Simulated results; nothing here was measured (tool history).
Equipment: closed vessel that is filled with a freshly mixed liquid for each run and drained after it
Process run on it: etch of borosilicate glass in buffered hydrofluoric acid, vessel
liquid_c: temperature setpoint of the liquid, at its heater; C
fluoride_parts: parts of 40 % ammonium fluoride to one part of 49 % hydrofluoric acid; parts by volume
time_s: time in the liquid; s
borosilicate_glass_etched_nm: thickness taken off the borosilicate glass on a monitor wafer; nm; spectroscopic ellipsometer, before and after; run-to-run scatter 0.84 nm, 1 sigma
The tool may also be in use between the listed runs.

run,hour,liquid_c,fluoride_parts,time_s,borosilicate_glass_etched_nm
1,0,24,18.5,85,59.854
2,6.7,21.5,18.5,85,52.994
3,9.4,21.5,18.5,85,52.56
4,12.7,22.5,18.5,85,56.456
5,18.8,22.5,18.5,85,55.683
6,26.9,23.5,18.5,85,59.713
7,34.2,24.5,18.5,85,61.881
8,35.7,25.5,18.5,85,65.131
9,44.4,26,18.5,85,67.591

Expected results for the next run?
10,52.6,26.5,18.5,85,?

{"run 10": {"borosilicate_glass_etched_nm": 69.311}}
